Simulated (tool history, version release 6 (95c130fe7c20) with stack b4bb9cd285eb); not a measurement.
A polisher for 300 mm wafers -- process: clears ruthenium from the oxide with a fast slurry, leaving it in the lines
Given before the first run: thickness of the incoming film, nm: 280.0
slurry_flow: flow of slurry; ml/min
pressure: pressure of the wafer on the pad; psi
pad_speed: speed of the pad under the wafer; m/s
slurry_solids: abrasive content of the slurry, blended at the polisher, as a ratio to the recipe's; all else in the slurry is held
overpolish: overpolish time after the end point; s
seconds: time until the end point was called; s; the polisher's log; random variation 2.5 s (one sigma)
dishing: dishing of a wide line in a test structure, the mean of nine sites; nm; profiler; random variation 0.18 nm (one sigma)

run,hour,slurry_flow,pressure,pad_speed,slurry_solids,overpolish,seconds,dishing
1,0,310,3.2,0.78,1,9,75.632,25.033
2,3.4,310,2.9,0.72,1,8,93.76,18.851
3,4.3,310,2.9,0.72,0.8,8,103.23,16.813
4,7.2,310,2.7,0.72,0.8,7,112.02,13.932
5,9.3,310,2.7,0.72,0.8,6,108.7,12.571
6,14.3,310,2.4,0.72,0.8,6,128.97,10.708

Run 7 is up next; what results do you expect?
7,16.8,310,2.3,0.72,0.8,6,?,?

{"run 7": {"seconds": 131.89, "dishing": 10.178}}

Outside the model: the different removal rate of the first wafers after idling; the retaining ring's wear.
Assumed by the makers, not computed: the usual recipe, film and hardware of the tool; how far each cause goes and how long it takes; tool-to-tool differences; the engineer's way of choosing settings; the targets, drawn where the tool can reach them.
